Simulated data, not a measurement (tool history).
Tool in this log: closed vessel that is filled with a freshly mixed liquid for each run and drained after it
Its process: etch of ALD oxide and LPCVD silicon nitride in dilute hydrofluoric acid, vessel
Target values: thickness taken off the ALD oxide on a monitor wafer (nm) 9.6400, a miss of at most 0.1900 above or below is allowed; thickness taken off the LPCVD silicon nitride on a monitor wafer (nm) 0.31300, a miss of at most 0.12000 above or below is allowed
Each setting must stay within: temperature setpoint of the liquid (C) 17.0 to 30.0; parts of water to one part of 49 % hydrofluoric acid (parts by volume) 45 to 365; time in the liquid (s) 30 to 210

| run | hour | temperature setpoint of the liquid (C) | parts of water to one part of 49 % hydrofluoric acid (parts by volume) | time in the liquid (s) | thickness taken off the ALD oxide on a monitor wafer (nm) | thickness taken off the LPCVD silicon nitride on a monitor wafer (nm) |
|---|---|---|---|---|---|---|
| 1 | 0.0 | 22.0 | 205 | 105 | 5.5551 | 0.21506 |
| 2 | 5.6 | 24.0 | 205 | 105 | 6.0242 | 0.22862 |
| 3 | 6.2 | 25.5 | 195 | 105 | 6.6651 | 0.27267 |
| 4 | 10.8 | 26.5 | 180 | 105 | 7.6863 | 0.30833 |
| 5 | 14.1 | 27.5 | 175 | 105 | 8.2288 | 0.32055 |
| 6 | 17.0 | 27.5 | 230 | 105 | 5.8635 | 0.25927 |
| 7 | 21.3 | 28.0 | 210 | 105 | 6.6903 | 0.32156 |
| 8 | 26.1 | 28.0 | 210 | 105 | 6.7416 | 0.33149 |
| 9 | 26.6 | 28.0 | 195 | 105 | 7.3269 | 0.28879 |
|  | 34.1 | thermometer replaced |
| 10 | 34.1 | 28.5 | 185 | 105 | 7.6296 | 0.29769 |
| 11 | 42.9 | 29.0 | 175 | 105 | 8.2376 | 0.33549 |
| 12 | 47.4 | 29.0 | 165 | 105 | 8.8451 | 0.34242 |
| 13 | 48.1 | 29.0 | 160 | 105 | 9.2130 | 0.31095 |
| 14 | 53.3 | 29.5 | 160 | 105 | 9.2658 | 0.43730 |

Next run, 5 choices. One meets every target within its allowed miss, the rest don't. Which?
| A | 58.5 | 20.5 | 125 | 105 | ? | ? |
| B | 58.5 | 24.0 | 120 | 95 | ? | ? |
| C | 58.5 | 26.0 | 155 | 110 | ? | ? |
| D | 58.5 | 24.5 | 145 | 105 | ? | ? |
| E | 58.5 | 23.0 | 120 | 90 | ? | ? |

| move | thickness taken off the ALD oxide on a monitor wafer (nm) | thickness taken off the LPCVD silicon nitride on a monitor wafer (nm) |
|---|---|---|
| A | 8.8545 | 0.26655 |
| B | 9.6415 | 0.31652 |
| C | 8.9484 | 0.32328 |
| D | 8.7302 | 0.29965 |
| E | 8.7827 | 0.28082 |
A: the biggest miss grows against the last run
B: every result lands within tolerance
C: the biggest miss grows against the last run
D: the biggest miss grows against the last run
E: the biggest miss grows against the last run
B is the move that brings every result within its allowed miss.

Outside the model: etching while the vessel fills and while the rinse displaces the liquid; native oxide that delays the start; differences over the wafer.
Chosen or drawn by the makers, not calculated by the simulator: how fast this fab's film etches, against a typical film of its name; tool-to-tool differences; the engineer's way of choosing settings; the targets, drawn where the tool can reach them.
